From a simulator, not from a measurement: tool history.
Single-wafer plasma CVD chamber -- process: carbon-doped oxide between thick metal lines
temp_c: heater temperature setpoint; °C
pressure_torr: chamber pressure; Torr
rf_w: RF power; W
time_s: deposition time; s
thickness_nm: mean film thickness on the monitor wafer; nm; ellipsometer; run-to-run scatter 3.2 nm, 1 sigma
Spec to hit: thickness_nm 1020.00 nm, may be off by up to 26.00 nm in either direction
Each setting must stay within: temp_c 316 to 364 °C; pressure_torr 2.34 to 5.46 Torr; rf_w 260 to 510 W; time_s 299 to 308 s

run    day  temp_c  pressure_torr  rf_w  time_s  thickness_nm
  1  0.000     340           3.90   385     299       1236.20
  2  0.188     342           3.76   370     299       1178.90
  3  0.508     342           4.07   370     299       1197.90
  4  0.775     342           4.07   370     308       1236.10
  5  0.912     343           3.94   355     307       1184.30
  6  1.017     343           3.32   355     307       1150.00
  7  1.329     348           2.54   310     305        981.60
  8  1.533     347           2.60   310     305        990.90
  9  1.579     346           2.64   310     305        992.61

Which of these 5 next moves meets every target?
  A  1.625     344           2.53   305     299             ?
  B  1.625     345           2.70   285     308             ?
  C  1.625     343           2.34   310     303             ?
  D  1.625     347           2.34   320     308             ?
  E  1.625     356           2.42   320     299             ?

move  thickness_nm
   A        962.43
   B        945.12
   C        982.76
   D       1009.70
   E        958.79
A: moves away from the targets compared with the last run
B: moves away from the targets compared with the last run
C: moves away from the targets compared with the last run
D: in spec on every target
E: moves away from the targets compared with the last run
Go with D: it meets all targets.
